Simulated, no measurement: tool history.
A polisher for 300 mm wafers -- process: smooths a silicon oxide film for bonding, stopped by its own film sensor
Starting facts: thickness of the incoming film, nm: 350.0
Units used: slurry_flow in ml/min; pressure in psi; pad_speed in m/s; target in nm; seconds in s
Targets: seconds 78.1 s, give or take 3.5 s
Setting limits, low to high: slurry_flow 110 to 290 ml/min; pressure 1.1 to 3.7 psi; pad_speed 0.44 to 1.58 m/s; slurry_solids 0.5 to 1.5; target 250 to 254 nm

run,hour,slurry_flow,pressure,pad_speed,slurry_solids,target,seconds
1,0,185,2.4,1,1,254,98.273
2,7.8,150,2.4,1,1,254,100.61
3,13.3,150,2.6,1,1,254,91.851
4,14.7,150,2.6,1,1,250,96.098
5,21.9,150,2.6,1,1.15,250,91.328
6,28,150,2.6,1,1.05,250,95.314
7,28.9,150,2.7,1,1.05,250,92.777
8,33.5,150,2.8,1,1.05,250,88.988
9,38.7,150,2.9,1,1.05,250,85.345
10,43.6,150,3,1,1.05,250,81.759
11,51.3,150,3,1,1.05,250,82.032

Next run, 5 choices. One meets every target within its allowed miss, the rest don't. Which?
A,59,140,2.9,1,0.9,253,?
B,59,145,2.2,1.1,1.35,254,?
C,59,145,3.2,1.06,1.1,254,?
D,59,145,3.1,0.86,1.45,250,?
E,59,130,3.1,0.96,1.05,250,?

move,seconds
A,90.311
B,90.296
C,70.237
D,76.644
E,83.926
A: further off than the last run
B: further off than the last run
C: carries the result that was furthest off beyond its target, to the other side
D: in spec on every target
E: further off than the last run
Move D is the one to make.

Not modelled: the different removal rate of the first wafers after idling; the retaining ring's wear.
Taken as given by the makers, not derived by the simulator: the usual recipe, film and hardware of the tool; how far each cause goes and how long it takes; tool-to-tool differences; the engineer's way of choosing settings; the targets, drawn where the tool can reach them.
